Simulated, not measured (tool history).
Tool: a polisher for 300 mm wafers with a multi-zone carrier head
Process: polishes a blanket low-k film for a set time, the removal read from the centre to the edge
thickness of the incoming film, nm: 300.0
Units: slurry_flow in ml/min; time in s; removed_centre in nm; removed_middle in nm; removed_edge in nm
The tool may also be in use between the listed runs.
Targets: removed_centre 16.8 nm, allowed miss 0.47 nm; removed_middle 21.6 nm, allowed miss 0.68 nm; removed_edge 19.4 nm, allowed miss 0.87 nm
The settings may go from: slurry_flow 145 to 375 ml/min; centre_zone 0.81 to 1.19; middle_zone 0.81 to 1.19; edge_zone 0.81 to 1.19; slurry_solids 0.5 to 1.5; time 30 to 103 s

run	hour	slurry_flow	centre_zone	middle_zone	edge_zone	slurry_solids	time	removed_centre	removed_middle	removed_edge
1	0	240	1	1	1	1	66	21.528	21.383	21.546
2	4.8	290	1	1	1	1	66	21.863	22.03	21.615
3	6.2	290	0.97	1.01	0.98	1	66	21.023	21.639	21.278
4	10.8	290	0.94	1.03	0.97	1	66	20.722	22.054	21.926
5	17.4	290	0.94	1.03	0.94	1	66	20.216	22.568	21.094
6	22.3	290	0.94	1.03	0.94	1	72	22.431	24.315	22.418
7	27.3	285	0.92	1.04	0.93	0.95	72	21.114	23.956	22.371
8	33.5	285	0.91	1.04	0.91	0.9	72	20.024	23.011	20.378
9	41.8	275	0.89	1.04	0.91	0.9	72	19.642	22.316	21.205
10	43.8	265	0.88	1.05	0.89	0.9	72	19.08	23.088	20.45

4 next moves are on the table. One of them brings every result within its allowed miss. Which?
A	45.8	270	0.86	1.14	0.99	0.9	64	?	?	?
B	45.8	190	0.81	1.11	1.02	0.9	71	?	?	?
C	45.8	290	0.84	0.98	0.81	0.85	83	?	?	?
D	45.8	270	0.81	1.07	0.92	1.05	58	?	?	?

move	removed_centre	removed_middle	removed_edge
A	16.86	21.354	19.606
B	17.109	22.574	21.626
C	20.491	23.639	22.266
D	16.071	20.552	19.164
A: meets every target
B: brings the result that was furthest off to its target, and leaves another outside
C: further off than the last run
D: takes the result that was furthest off past its target
Answer: A
